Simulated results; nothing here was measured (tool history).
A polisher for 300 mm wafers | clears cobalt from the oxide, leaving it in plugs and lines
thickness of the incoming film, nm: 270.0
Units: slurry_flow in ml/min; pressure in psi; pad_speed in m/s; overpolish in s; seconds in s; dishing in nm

run 1 day=0 | slurry_flow=285 pressure=1.6 pad_speed=0.88 overpolish=10 | seconds=78.829 dishing=26.72
run 2 day=0.354 | slurry_flow=285 pressure=1.6 pad_speed=1.02 overpolish=10 | seconds=69.541 dishing=29.665
run 3 day=0.538 | slurry_flow=285 pressure=1.6 pad_speed=0.88 overpolish=10 | seconds=79.362 dishing=27.217
run 4 day=0.85 | slurry_flow=285 pressure=1.4 pad_speed=0.88 overpolish=10 | seconds=88.982 dishing=24.612
run 5 day=0.946 | slurry_flow=275 pressure=1.4 pad_speed=0.88 overpolish=13 | seconds=91.176 dishing=29.747
run 6 day=1.217 | slurry_flow=275 pressure=1.4 pad_speed=0.88 overpolish=11 | seconds=90.252 dishing=26.079

Forecast run 7:
run 7 day=1.454 | slurry_flow=275 pressure=1.5 pad_speed=0.88 overpolish=13 | seconds=? dishing=?

Run 7 gave seconds 83.923 s, dishing 30.911 nm.
